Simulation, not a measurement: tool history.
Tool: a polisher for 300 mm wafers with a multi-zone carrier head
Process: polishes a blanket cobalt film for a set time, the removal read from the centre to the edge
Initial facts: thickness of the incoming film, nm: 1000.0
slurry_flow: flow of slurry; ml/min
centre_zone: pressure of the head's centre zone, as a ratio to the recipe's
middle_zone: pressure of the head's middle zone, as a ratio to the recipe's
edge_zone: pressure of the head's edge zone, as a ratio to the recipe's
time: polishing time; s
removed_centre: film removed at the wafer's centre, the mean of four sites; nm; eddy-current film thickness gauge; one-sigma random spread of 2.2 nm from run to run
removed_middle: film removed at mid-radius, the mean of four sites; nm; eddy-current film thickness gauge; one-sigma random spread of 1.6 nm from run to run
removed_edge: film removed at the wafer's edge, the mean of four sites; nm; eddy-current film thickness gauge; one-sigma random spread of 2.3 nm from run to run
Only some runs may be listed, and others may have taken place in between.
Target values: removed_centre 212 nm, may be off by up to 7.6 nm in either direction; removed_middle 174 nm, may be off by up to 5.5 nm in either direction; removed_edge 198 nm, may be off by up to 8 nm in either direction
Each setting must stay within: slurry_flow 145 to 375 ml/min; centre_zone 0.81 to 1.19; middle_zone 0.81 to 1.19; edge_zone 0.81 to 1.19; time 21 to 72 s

run    day  slurry_flow  centre_zone  middle_zone  edge_zone  time  removed_centre  removed_middle  removed_edge
  1      0          240            1            1          1    46          155.45          148.33        160.86
  2  0.292          240         1.03            1          1    46          161.09          151.74        154.29
  3  0.617          185         1.03            1          1    46          157.32          146.75        159.27
  4  0.683          180         1.04            1       1.01    47          158.98          150.83        159.44
  5  0.988          180         1.04            1       0.96    47          165.01          148.91        156.73
  6  1.217          180         1.11            1       0.96    47           174.2          149.14        156.97
  7  1.308          180         1.12         0.99       0.97    48          175.57          153.91        160.82
  8   1.55          175         1.13         0.98       0.97    49          186.42          153.77        162.11
  9  1.642          245         1.17         1.01       1.07    52          207.58          171.81        180.38
 10  1.879          240         1.17            1       1.08    52          205.08             169        184.39
 11  2.179          240         1.17            1       1.09    52          206.05             171        186.88
 12   2.45          240         1.17            1        1.1    52          207.73          173.99        184.03
 13  2.525          240         1.17         0.99       1.11    52          209.83          166.83        187.02
 14  2.867          240         1.17         0.99       1.12    52          202.35          170.33        187.38
 15  2.921          240         1.17         0.99       1.12    52           207.7          168.28        187.84
 16  3.242          240         1.17         0.99       1.13    52          209.04          168.38        184.85

Below are 4 possible settings for the next run. Only one of them brings all results inside the allowed miss of their targets. Which is it?
  A  3.562          230         1.13         0.96       1.11    55               ?               ?             ?
  B  3.562          280         1.11         1.09       1.07    51               ?               ?             ?
  C  3.562          205          1.1         0.84        1.1    57               ?               ?             ?
  D  3.562          290            1         0.95       1.11    55               ?               ?             ?

move  removed_centre  removed_middle  removed_edge
   A          209.24          173.88        199.15
   B          194.25          182.55        184.15
   C          208.49          159.69        204.46
   D          188.98          175.83         202.1
A: each result inside its tolerance
B: moves away from the targets compared with the last run
C: puts the biggest miss on target and leaves a different result outside tolerance
D: puts the biggest miss on target and leaves a different result outside tolerance
The right move is A.

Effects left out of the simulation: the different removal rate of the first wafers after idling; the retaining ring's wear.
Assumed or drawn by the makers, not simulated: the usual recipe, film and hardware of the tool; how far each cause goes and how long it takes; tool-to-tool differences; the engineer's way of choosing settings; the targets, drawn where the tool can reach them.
